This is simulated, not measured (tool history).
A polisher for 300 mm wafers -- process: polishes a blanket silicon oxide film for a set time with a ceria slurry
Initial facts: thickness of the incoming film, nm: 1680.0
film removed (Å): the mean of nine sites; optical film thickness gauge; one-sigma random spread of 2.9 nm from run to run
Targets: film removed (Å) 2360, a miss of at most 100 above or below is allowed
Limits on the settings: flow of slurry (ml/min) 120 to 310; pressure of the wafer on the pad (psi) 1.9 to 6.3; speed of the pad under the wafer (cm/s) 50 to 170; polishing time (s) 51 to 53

run,hour,flow of slurry (ml/min),pressure of the wafer on the pad (psi),speed of the pad under the wafer (cm/s),polishing time (s),film removed (Å)
1,0,200,4.1,110,51,2723.8
2,8.1,200,4.1,122,51,2976.9
3,8.9,200,4.1,146,51,3481.6
4,14.5,200,3.3,146,51,3040.8
5,18.3,200,3.3,124,51,2614.9
6,25.9,200,3.2,124,51,2566.6
7,29.9,200,3.1,124,51,2543.4
8,31.1,200,3,124,51,2476.5

5 candidate next runs follow, results not yet known. Just one meets every target within its allowed miss. Identify it.
A,32.3,230,3.2,124,52,?
B,32.3,200,2.7,134,52,?
C,32.3,130,2.6,132,53,?
D,32.3,215,2.2,120,53,?
E,32.3,205,3.1,104,51,?

move,film removed (Å)
A,2706.4
B,2579.8
C,2343.9
D,2179.4
E,2217.7
A: its largest miss is bigger than the last run's
B: its largest miss is bigger than the last run's
C: hits every target within its allowed miss
D: the result that was furthest off in the last run now lies on the other side of its target
E: the result that was furthest off in the last run now lies on the other side of its target
C meets every target.
